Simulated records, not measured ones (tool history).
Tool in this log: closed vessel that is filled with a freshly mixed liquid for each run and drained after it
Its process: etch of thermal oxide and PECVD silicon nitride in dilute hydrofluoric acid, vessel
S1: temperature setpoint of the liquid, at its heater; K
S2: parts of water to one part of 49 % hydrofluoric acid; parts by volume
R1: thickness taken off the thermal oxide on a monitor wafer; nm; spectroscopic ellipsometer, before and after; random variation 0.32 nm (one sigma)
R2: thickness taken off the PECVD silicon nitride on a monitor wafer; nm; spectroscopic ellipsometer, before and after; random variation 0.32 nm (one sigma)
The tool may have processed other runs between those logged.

{"run": 1, "hour": 0.0, "S1": 297.15, "S2": 145, "time in the liquid (s)": 1450, "R1": 43.352, "R2": 55.981}
{"run": 2, "hour": 4.0, "S1": 296.15, "S2": 135, "time in the liquid (s)": 1420, "R1": 43.896, "R2": 55.098}
{"run": 3, "hour": 7.5, "S1": 298.15, "S2": 135, "time in the liquid (s)": 1420, "R1": 47.45, "R2": 63.307}
{"run": 4, "hour": 13.3, "S1": 296.65, "S2": 125, "time in the liquid (s)": 1405, "R1": 48.609, "R2": 61.524}
{"run": 5, "hour": 19.3, "S1": 295.65, "S2": 115, "time in the liquid (s)": 1395, "R1": 50.734, "R2": 61.735}
{"run": 6, "hour": 27.0, "S1": 294.65, "S2": 110, "time in the liquid (s)": 1385, "R1": 50.43, "R2": 59.949}

The next listed run, before its measurement:
{"run": 7, "hour": 28.7, "S1": 293.65, "S2": 105, "time in the liquid (s)": 1375, "R1": "?", "R2": "?"}

R1: 51.413 nm
R2: 58.121 nm
